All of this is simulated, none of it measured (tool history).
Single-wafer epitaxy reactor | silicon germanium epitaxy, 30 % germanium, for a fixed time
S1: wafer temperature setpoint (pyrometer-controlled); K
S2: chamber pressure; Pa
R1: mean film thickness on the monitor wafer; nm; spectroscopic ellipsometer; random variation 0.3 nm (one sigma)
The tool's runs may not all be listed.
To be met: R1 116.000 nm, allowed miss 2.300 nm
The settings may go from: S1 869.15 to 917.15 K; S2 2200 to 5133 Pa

{"run": 1, "day": 0.0, "S1": 893.15, "S2": 3666, "R1": 89.551}
{"run": 2, "day": 0.15, "S1": 895.15, "S2": 3680, "R1": 93.484}
{"run": 3, "day": 0.192, "S1": 897.15, "S2": 3693, "R1": 97.557}
{"run": 4, "day": 0.492, "S1": 898.15, "S2": 3693, "R1": 99.249}
{"run": 5, "day": 0.767, "S1": 899.15, "S2": 3693, "R1": 101.24}
{"run": 6, "day": 0.792, "S1": 900.15, "S2": 3693, "R1": 103.65}
{"run": 7, "day": 1.071, "S1": 901.15, "S2": 3693, "R1": 105.68}
{"run": 8, "day": 1.15, "S1": 902.15, "S2": 3693, "R1": 107.55}
{"run": 9, "day": 1.404, "S1": 903.15, "S2": 3693, "R1": 109.89}

Which of these 4 next moves meets every target?
{"run": "A", "day": 1.658, "S1": 895.15, "S2": 4226, "R1": "?"}
{"run": "B", "day": 1.658, "S1": 898.15, "S2": 3640, "R1": "?"}
{"run": "C", "day": 1.658, "S1": 904.15, "S2": 3293, "R1": "?"}
{"run": "D", "day": 1.658, "S1": 904.15, "S2": 4040, "R1": "?"}

move=A R1=100.200
move=B R1=98.884
move=C R1=105.750
move=D R1=116.950
A: further off than the last run
B: further off than the last run
C: further off than the last run
D: meets every target
Move D is the one to make.

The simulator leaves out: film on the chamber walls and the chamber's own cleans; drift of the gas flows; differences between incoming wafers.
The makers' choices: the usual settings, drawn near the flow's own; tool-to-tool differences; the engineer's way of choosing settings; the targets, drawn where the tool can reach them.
